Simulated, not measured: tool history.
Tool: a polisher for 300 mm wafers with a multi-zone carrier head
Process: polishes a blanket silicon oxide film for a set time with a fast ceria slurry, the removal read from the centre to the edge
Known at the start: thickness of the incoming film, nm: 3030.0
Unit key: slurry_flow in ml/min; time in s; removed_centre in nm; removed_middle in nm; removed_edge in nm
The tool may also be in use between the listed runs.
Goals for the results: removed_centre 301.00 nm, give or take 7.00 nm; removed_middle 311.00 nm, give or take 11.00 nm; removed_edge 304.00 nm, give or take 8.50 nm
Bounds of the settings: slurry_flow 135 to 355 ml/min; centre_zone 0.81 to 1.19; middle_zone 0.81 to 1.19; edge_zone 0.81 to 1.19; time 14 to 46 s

run,hour,slurry_flow,centre_zone,middle_zone,edge_zone,time,removed_centre,removed_middle,removed_edge
1,0.0,225,1.00,1.00,1.00,30,234.95,235.56,231.21
2,5.2,225,1.00,1.00,1.00,33,261.18,267.14,255.16
3,7.0,225,1.00,1.00,1.00,37,290.25,298.02,288.39
4,13.2,235,1.00,1.00,1.01,37,294.06,296.90,292.62
5,21.8,235,1.06,1.00,1.01,37,310.88,302.81,289.89
6,22.5,235,1.06,0.94,1.01,37,310.96,279.22,292.61
7,29.8,235,1.05,0.96,1.02,37,308.39,283.84,291.38
8,32.2,235,1.04,0.98,1.03,37,307.50,289.72,291.33
9,39.9,245,0.98,1.04,1.11,37,287.75,307.59,302.00
10,47.0,250,0.99,1.04,1.11,37,291.52,306.31,302.99

Consider the 4 candidate settings below. Which is the only one whose results all fall within their allowed miss of target?
A,54.1,255,0.97,1.13,1.16,37,?,?,?
B,54.1,250,0.84,0.99,0.91,40,?,?,?
C,54.1,180,0.99,1.07,1.17,37,?,?,?
D,54.1,220,1.01,1.01,1.08,38,?,?,?

move,removed_centre,removed_middle,removed_edge
A,286.93,337.59,306.95
B,267.38,325.69,304.42
C,278.64,308.19,298.17
D,300.87,309.65,303.43
A: the biggest miss grows against the last run
B: the biggest miss grows against the last run
C: the biggest miss grows against the last run
D: meets every target
Move D is the one to make.
